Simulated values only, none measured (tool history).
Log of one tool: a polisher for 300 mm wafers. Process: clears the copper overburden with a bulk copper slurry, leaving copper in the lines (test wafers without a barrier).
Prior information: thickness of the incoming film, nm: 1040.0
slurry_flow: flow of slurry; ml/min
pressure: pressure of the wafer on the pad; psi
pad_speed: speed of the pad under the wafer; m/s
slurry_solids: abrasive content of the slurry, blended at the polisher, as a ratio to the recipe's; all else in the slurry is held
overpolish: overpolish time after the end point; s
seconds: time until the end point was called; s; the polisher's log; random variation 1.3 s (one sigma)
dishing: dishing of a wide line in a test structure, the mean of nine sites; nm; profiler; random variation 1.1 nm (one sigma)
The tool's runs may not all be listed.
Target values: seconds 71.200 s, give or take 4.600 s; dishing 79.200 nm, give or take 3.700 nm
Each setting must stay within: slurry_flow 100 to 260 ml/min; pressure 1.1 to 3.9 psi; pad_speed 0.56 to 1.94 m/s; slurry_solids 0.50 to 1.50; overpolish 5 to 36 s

run  hour  slurry_flow  pressure  pad_speed  slurry_solids  overpolish  seconds  dishing
  1   0.0          165       2.5       1.24           1.00          18  107.930   76.293
  2   4.2          200       2.5       1.24           1.00          18  103.170   73.768
  3   5.5          200       2.5       1.02           1.00          18  117.930   72.192
  4  13.6          200       2.9       1.02           1.00          18  104.990   76.881
  5  14.9          200       2.5       1.02           1.00          18  121.910   72.095
  6  15.4          200       2.5       1.02           1.00          13  116.430   61.202
  7  19.9          200       2.9       1.04           1.00          13  103.170   66.897
  8  27.0          200       3.6       1.16           1.00           9   78.407   65.761
  9  29.6          200       3.6       1.16           1.00           9   77.699   65.901
 10  37.6          200       3.7       1.16           1.00          11   77.133   74.558

5 candidate next runs follow, results not yet known. Just one meets every target within its allowed miss. Identify it.
  A  45.6          155       3.6       1.08           1.05          11        ?        ?
  B  45.6          170       3.8       1.04           1.00          14        ?        ?
  C  45.6          240       3.5       0.84           1.10          19        ?        ?
  D  45.6          125       3.3       1.26           0.85          15        ?        ?
  E  45.6          185       3.9       1.38           0.70          12        ?        ?

move  seconds  dishing
   A   82.922   70.760
   B   81.458   80.423
   C   95.677   83.876
   D   88.276   78.306
   E   70.798   80.263
A: further off than the last run
B: further off than the last run
C: further off than the last run
D: further off than the last run
E: meets every target
The right move is E.

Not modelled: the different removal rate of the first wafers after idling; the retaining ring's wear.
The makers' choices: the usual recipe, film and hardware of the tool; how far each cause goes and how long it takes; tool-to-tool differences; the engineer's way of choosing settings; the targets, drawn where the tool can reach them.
